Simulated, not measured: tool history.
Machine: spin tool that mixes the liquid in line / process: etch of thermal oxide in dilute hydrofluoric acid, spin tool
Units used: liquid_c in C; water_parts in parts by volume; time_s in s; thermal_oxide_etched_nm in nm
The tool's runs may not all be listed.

{"run": 1, "day": 0.0, "liquid_c": 22, "water_parts": 220, "time_s": 100, "thermal_oxide_etched_nm": 1.598}
{"run": 2, "day": 0.175, "liquid_c": 22, "water_parts": 220, "time_s": 80, "thermal_oxide_etched_nm": 1.2663}
{"run": 3, "day": 0.546, "liquid_c": 22, "water_parts": 220, "time_s": 100, "thermal_oxide_etched_nm": 1.5725}
{"run": 4, "day": 0.888, "liquid_c": 22, "water_parts": 270, "time_s": 100, "thermal_oxide_etched_nm": 1.2394}
{"run": 5, "day": 1.0, "liquid_c": 25, "water_parts": 270, "time_s": 100, "thermal_oxide_etched_nm": 1.3839}
{"run": 6, "day": 1.05, "liquid_c": 25.5, "water_parts": 250, "time_s": 100, "thermal_oxide_etched_nm": 1.5309}
{"run": 7, "day": 1.188, "liquid_c": 26, "water_parts": 230, "time_s": 100, "thermal_oxide_etched_nm": 1.7417}
{"run": 8, "day": 1.346, "liquid_c": 26.5, "water_parts": 215, "time_s": 100, "thermal_oxide_etched_nm": 1.9104}
{"run": 9, "day": 1.442, "liquid_c": 27, "water_parts": 200, "time_s": 100, "thermal_oxide_etched_nm": 2.1286}
{"run": 10, "day": 1.75, "liquid_c": 27.5, "water_parts": 190, "time_s": 100, "thermal_oxide_etched_nm": 2.3146}

What will run 11 give?
{"run": 11, "day": 1.838, "liquid_c": 28, "water_parts": 180, "time_s": 100, "thermal_oxide_etched_nm": "?"}

thermal_oxide_etched_nm: 2.5561 nm

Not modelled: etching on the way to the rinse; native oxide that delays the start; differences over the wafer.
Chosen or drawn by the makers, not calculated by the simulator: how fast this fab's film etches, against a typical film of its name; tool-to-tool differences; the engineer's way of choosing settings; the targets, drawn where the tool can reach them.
